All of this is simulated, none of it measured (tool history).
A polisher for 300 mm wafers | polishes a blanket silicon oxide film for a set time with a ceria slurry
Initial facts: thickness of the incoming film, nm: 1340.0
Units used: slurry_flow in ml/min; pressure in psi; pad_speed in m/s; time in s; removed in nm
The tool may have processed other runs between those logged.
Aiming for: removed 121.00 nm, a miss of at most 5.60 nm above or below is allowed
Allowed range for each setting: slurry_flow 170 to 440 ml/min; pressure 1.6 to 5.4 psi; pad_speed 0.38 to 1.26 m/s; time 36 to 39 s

run	hour	slurry_flow	pressure	pad_speed	time	removed
1	0.0	280	3.5	0.82	39	167.33
2	8.1	280	3.5	0.82	36	152.74
3	14.9	280	3.5	0.82	36	151.03
4	16.9	340	3.5	0.82	36	155.33
5	18.5	290	3.5	0.82	36	150.19
6	26.9	290	3.3	0.82	36	144.75
7	31.4	290	3.1	0.82	36	138.41
8	36.9	290	2.9	0.82	36	129.41
9	41.8	290	2.8	0.82	36	128.22

Which one of the following 4 next-run settings gets every result inside its allowed miss? There is exactly one.
A	46.7	310	3.2	0.62	36	?
B	46.7	360	3.2	0.66	36	?
C	46.7	260	3.0	0.84	38	?
D	46.7	320	2.2	0.82	36	?

move	removed
A	109.68
B	117.31
C	141.03
D	104.55
A: carries the result that was furthest off beyond its target, to the other side
B: meets every target
C: its largest miss is bigger than the last run's
D: carries the result that was furthest off beyond its target, to the other side
The move that meets every target is B.
